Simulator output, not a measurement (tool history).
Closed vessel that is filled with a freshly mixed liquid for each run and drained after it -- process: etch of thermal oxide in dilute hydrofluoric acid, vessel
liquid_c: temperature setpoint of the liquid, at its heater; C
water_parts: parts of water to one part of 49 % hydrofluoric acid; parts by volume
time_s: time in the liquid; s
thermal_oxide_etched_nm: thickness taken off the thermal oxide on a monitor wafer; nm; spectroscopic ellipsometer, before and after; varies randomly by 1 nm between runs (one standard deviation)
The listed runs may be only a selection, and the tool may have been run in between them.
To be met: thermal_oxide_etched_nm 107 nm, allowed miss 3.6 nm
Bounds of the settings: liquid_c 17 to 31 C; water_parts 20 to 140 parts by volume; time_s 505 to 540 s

run	hour	liquid_c	water_parts	time_s	thermal_oxide_etched_nm
1	0	23	75	505	32.348
2	3.5	23	75	505	32.638
3	11.9	23	90	505	26.425
4	19.7	24.5	80	510	31.854
5	20.8	24.5	55	510	49.114
6	22.9	25.5	50	510	55.859
7	30.1	26.5	45	510	63.885
8	33.3	27	40	510	75.484
9	39.4	27.5	40	510	77.29
10	44.9	27.5	40	510	77.142
11	53.5	28	40	510	78.766
12	56.3	28.5	40	510	79.301
13	59.2	29	40	510	82.068
14	67.8	29.5	40	510	83.643
15	76	30.5	35	510	100.58
16	77.4	31	35	510	103.02

Exercise: of the 4 proposed moves below, exactly one satisfies all targets within the stated allowed misses. Which move is it?
A	78.8	29.5	35	525	?
B	78.8	30.5	35	520	?
C	78.8	30.5	35	505	?
D	78.8	31	35	540	?

move	thermal_oxide_etched_nm
A	97.956
B	100.96
C	98.052
D	106.94
A: moves away from the targets compared with the last run
B: moves away from the targets compared with the last run
C: moves away from the targets compared with the last run
D: meets every target
Go with D: it meets all targets.
